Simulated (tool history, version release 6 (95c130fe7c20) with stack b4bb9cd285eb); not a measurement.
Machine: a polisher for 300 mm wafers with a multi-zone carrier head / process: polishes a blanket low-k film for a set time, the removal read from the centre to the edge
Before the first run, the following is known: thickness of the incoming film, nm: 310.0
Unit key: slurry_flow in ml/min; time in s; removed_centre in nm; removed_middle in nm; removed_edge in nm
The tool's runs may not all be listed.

run  hour  slurry_flow  centre_zone  middle_zone  edge_zone  slurry_solids  time  removed_centre  removed_middle  removed_edge
  1   0.0          310         1.00         1.00       1.00           1.00    42          10.180          9.9626        9.9186
  2   1.6          310         1.00         1.00       0.95           1.00    42          10.293         10.0460        9.6654
  3   6.5          310         1.05         1.00       0.95           1.00    42          10.818         10.0950        9.5376
  4  10.0          315         1.06         0.97       1.01           1.10    42          11.266         10.3200       10.4520
  5  13.8          315         1.06         0.97       1.01           1.10    51          13.629         12.3700       12.8410
  6  16.8          315         1.06         0.97       1.01           0.90    51          12.326         11.1840       11.4600
  7  18.9          310         1.07         0.94       1.03           0.90    51          12.323         10.8900       11.4420
  8  22.0          310         1.08         0.91       1.06           0.95    51          12.847         10.9100       11.7480

Run 9 is up next; what results do you expect?
  9  25.9          305         1.08         0.88       1.09           0.95    51               ?               ?             ?

{"run 9": {"removed_centre": 13.095, "removed_middle": 10.587, "removed_edge": 12.509}}
